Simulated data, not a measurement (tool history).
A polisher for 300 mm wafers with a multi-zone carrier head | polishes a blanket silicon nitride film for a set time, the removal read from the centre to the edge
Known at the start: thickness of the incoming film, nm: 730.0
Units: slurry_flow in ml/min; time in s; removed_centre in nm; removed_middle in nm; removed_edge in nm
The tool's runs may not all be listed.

run 1 hour=0 | slurry_flow=185 centre_zone=1 middle_zone=1 edge_zone=1 time=38 | removed_centre=108.08 removed_middle=100.68 removed_edge=103.9
run 2 hour=7.2 | slurry_flow=185 centre_zone=1 middle_zone=0.97 edge_zone=1 time=38 | removed_centre=109.29 removed_middle=100.31 removed_edge=102.51
run 3 hour=9.4 | slurry_flow=185 centre_zone=1 middle_zone=0.97 edge_zone=1 time=34 | removed_centre=95.703 removed_middle=88.143 removed_edge=90.558
run 4 hour=11.4 | slurry_flow=210 centre_zone=1.03 middle_zone=1.04 edge_zone=0.98 time=37 | removed_centre=110.55 removed_middle=105.02 removed_edge=101.41
run 5 hour=13.1 | slurry_flow=225 centre_zone=1.06 middle_zone=1.08 edge_zone=1 time=38 | removed_centre=116.58 removed_middle=112.6 removed_edge=103.83
run 6 hour=15.4 | slurry_flow=225 centre_zone=1.06 middle_zone=1.05 edge_zone=1 time=38 | removed_centre=119.42 removed_middle=109.49 removed_edge=103.05

The next listed run, before its measurement:
run 7 hour=21.7 | slurry_flow=225 centre_zone=1.07 middle_zone=1.08 edge_zone=1.01 time=40 | removed_centre=? removed_middle=? removed_edge=?

{"run 7": {"removed_centre": 126.14, "removed_middle": 118.19, "removed_edge": 108.93}}
